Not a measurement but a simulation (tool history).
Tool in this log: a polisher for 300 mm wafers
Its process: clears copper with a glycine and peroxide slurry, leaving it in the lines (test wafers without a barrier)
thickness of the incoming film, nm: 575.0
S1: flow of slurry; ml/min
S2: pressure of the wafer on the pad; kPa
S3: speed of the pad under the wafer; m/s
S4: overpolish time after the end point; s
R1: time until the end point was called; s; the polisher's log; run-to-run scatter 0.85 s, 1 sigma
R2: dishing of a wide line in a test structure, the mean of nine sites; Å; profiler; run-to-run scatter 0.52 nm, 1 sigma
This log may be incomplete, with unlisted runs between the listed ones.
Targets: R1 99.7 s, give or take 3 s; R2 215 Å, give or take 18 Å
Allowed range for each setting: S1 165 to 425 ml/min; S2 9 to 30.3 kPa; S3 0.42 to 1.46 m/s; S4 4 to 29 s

run    day   S1    S2    S3  S4      R1      R2
  1      0  275  19.3  0.94  15  111.94  377.94
  2  0.292  275  19.3  0.94   9  112.03  275.08
  3  0.521  275  19.3  0.76   9  127.88  245.47
  4  0.638  275  19.3  0.68   9  136.82  224.38
  5  0.829  275    20  0.68   8  132.45  219.26
  6  1.042  275    20  0.68  10  135.86   262.2
  7  1.175  275    20  0.72   9  128.36  247.84
  8  1.412  240  24.8   0.8   4  103.67  146.41
  9  1.588  250  24.8   0.8   4  102.35  152.96
 10  1.833  260  24.8   0.8   4  102.67  148.26
 11  2.208  260  24.8   0.8   5  102.74  173.06
 12  2.408  265  25.5   0.8   9  98.713  293.98
 13  2.767  255  25.5   0.8   9   100.7  294.81
 14  3.121  250  25.5   0.8   9  101.78  293.01
 15  3.204  250  25.5  0.82   8  100.21  271.09
 16  3.446  260  24.8  0.84   7   99.76  235.61
 17  3.642  250  24.8  0.84   7  99.114  248.72
 18    3.8  255  24.8  0.84   7  100.23  242.92

Next run, 4 choices. One meets every target within its allowed miss, the rest don't. Which?
  A  3.958  305  27.6  0.64   9   ?   ?
  B  3.958  185  30.3   0.7   6   ?   ?
  C  3.958  245  24.8   0.8   9   ?   ?
  D  3.958  250  30.3  0.66   7   ?   ?

move      R1      R2
   A  106.19  279.12
   B  99.009  213.49
   C  102.27   285.5
   D  98.535  243.04
A: its largest miss is bigger than the last run's
B: hits every target within its allowed miss
C: its largest miss is bigger than the last run's
D: just as far off the targets as the last run
The move that meets every target is B.

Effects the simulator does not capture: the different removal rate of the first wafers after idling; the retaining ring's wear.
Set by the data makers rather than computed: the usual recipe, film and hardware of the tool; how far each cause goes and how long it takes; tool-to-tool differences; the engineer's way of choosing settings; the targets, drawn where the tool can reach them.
